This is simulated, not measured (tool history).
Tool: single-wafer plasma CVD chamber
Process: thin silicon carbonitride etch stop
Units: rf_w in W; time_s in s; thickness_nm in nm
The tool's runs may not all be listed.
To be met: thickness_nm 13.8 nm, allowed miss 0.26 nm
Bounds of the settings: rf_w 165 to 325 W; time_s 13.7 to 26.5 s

run,day,rf_w,time_s,thickness_nm
1,0,245,20.1,12.097
2,0.25,275,20.1,12.415
3,0.6,280,20.4,12.702
4,0.742,260,20.4,12.524
5,1.004,265,20.6,12.611
6,1.088,240,20.6,12.248
7,1.183,240,20.6,12.324
8,1.471,250,20.8,12.545
9,1.688,255,21,12.708
10,1.75,260,21.2,12.985
11,1.979,265,21.3,13.155
12,2.075,270,21.4,13.172

Which of these 4 next moves meets every target?
A,2.171,270,21.6,?
B,2.171,245,24,?
C,2.171,270,21.1,?
D,2.171,275,22.3,?

move,thickness_nm
A,13.34
B,14.433
C,13.031
D,13.842
A: nearer than the last run, and not there yet
B: takes the result that was furthest off past its target
C: further off than the last run
D: meets every target
The right move is D.
